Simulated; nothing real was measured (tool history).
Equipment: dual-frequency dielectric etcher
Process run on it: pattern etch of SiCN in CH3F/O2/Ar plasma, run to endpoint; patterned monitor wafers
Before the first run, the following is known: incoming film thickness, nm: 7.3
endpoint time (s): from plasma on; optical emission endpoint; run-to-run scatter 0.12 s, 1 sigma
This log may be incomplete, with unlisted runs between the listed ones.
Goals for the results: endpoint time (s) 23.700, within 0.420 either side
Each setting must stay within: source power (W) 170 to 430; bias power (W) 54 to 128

run,hour,source power (W),bias power (W),endpoint time (s)
1,0.0,300,91,19.130
2,2.8,270,87,19.970
3,9.6,230,87,20.805
4,17.2,190,87,21.658
5,22.3,180,82,22.457
6,26.2,170,82,22.866
7,34.9,170,80,22.910
8,38.4,170,78,23.149
9,42.6,170,77,23.138

Below are 5 possible settings for the next run. Only one of them brings all results inside the allowed miss of their targets. Which is it?
A,46.8,180,76,?
B,46.8,180,79,?
C,46.8,180,84,?
D,46.8,200,77,?
E,46.8,180,70,?

move,endpoint time (s)
A,22.991
B,22.717
C,22.284
D,22.337
E,23.571
A: misses by more than the last run did
B: misses by more than the last run did
C: misses by more than the last run did
D: misses by more than the last run did
E: all results in spec
E meets every target.
